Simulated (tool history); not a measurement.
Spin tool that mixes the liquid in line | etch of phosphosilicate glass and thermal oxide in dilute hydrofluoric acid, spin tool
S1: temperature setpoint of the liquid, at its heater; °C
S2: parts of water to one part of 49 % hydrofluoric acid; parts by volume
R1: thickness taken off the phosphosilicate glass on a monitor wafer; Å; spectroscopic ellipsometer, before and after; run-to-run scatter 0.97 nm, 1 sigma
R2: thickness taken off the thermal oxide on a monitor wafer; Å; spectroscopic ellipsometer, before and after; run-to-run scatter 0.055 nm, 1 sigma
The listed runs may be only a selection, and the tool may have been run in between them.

Run 1, day 0.000: S1 25.0 °C, S2 50 parts by volume, time under the liquid (s) 30. Result: R1 740.87 Å, R2 35.120 Å.
Run 2, day 0.075: S1 27.0 °C, S2 50 parts by volume, time under the liquid (s) 30. Result: R1 800.70 Å, R2 38.094 Å.
Run 3, day 0.204: S1 28.5 °C, S2 50 parts by volume, time under the liquid (s) 30. Result: R1 850.03 Å, R2 40.485 Å.
Run 4, day 0.308: S1 28.5 °C, S2 50 parts by volume, time under the liquid (s) 40. Result: R1 1141.80 Å, R2 53.132 Å.
Run 5, day 0.333: S1 30.5 °C, S2 50 parts by volume, time under the liquid (s) 40. Result: R1 1246.90 Å, R2 57.073 Å.
Run 6, day 0.517: S1 30.5 °C, S2 50 parts by volume, time under the liquid (s) 50. Result: R1 1546.60 Å, R2 71.860 Å.

Run 7, settings as shown, results not yet in. Your forecast:
Run 7, day 0.742: S1 26.5 °C, S2 50 parts by volume, time under the liquid (s) 50. Result: R1 ?, R2 ?.

{"run 7": {"R1": 1315.1, "R2": 60.662}}
